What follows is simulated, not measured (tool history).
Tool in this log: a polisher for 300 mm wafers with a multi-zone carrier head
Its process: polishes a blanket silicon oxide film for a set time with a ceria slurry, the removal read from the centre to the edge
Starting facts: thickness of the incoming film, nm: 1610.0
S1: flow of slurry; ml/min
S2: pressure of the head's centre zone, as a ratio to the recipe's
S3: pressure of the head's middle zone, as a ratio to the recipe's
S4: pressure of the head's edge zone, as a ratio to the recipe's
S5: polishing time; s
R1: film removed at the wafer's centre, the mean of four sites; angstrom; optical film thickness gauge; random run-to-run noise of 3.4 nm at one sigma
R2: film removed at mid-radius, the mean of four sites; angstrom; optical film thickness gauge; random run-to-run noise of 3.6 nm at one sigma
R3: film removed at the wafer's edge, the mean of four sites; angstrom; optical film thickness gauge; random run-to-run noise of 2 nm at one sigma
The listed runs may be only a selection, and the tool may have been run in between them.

Run 1, day 0.000: S1 205 ml/min, S2 1.00, S3 1.00, S4 1.00, S5 65 s. Result: R1 3847.1 angstrom, R2 3925.3 angstrom, R3 3852.9 angstrom.
Run 2, day 0.179: S1 200 ml/min, S2 0.98, S3 1.00, S4 0.98, S5 64 s. Result: R1 3707.0 angstrom, R2 3829.3 angstrom, R3 3726.2 angstrom.
Run 3, day 0.204: S1 195 ml/min, S2 0.96, S3 1.00, S4 0.96, S5 63 s. Result: R1 3506.1 angstrom, R2 3712.0 angstrom, R3 3657.8 angstrom.
Run 4, day 0.254: S1 195 ml/min, S2 0.96, S3 1.00, S4 1.00, S5 63 s. Result: R1 3540.4 angstrom, R2 3693.5 angstrom, R3 3712.8 angstrom.
Run 5, day 0.354: S1 225 ml/min, S2 0.96, S3 1.00, S4 1.00, S5 63 s. Result: R1 3655.9 angstrom, R2 3819.8 angstrom, R3 3820.5 angstrom.
Run 6, day 0.583: S1 225 ml/min, S2 0.96, S3 1.00, S4 0.91, S5 63 s. Result: R1 3550.4 angstrom, R2 3790.9 angstrom, R3 3612.4 angstrom.
Run 7, day 0.617: S1 215 ml/min, S2 0.95, S3 1.00, S4 0.90, S5 62 s. Result: R1 3577.3 angstrom, R2 3774.0 angstrom, R3 3548.5 angstrom.
Run 8, day 0.738: S1 230 ml/min, S2 0.85, S3 1.03, S4 0.90, S5 51 s. Result: R1 2606.3 angstrom, R2 3186.3 angstrom, R3 2916.6 angstrom.
Run 9, day 1.017: S1 235 ml/min, S2 0.86, S3 1.03, S4 0.91, S5 51 s. Result: R1 2674.6 angstrom, R2 3244.8 angstrom, R3 2909.6 angstrom.
Run 10, day 1.288: S1 240 ml/min, S2 0.86, S3 1.03, S4 0.92, S5 51 s. Result: R1 2643.9 angstrom, R2 3184.7 angstrom, R3 2951.7 angstrom.
Run 11, day 1.317: S1 245 ml/min, S2 0.87, S3 1.04, S4 0.93, S5 51 s. Result: R1 2643.1 angstrom, R2 3269.8 angstrom, R3 2984.5 angstrom.
Run 12, day 1.450: S1 250 ml/min, S2 0.88, S3 1.04, S4 0.93, S5 51 s. Result: R1 2692.3 angstrom, R2 3283.7 angstrom, R3 2972.4 angstrom.

Estimate the outcome of run 13 from the log above:
Run 13, day 1.796: S1 255 ml/min, S2 0.89, S3 1.04, S4 0.94, S5 51 s. Result: R1 ?, R2 ?, R3 ?.

R1: 2745.2 angstrom
R2: 3264.0 angstrom
R3: 2977.9 angstrom
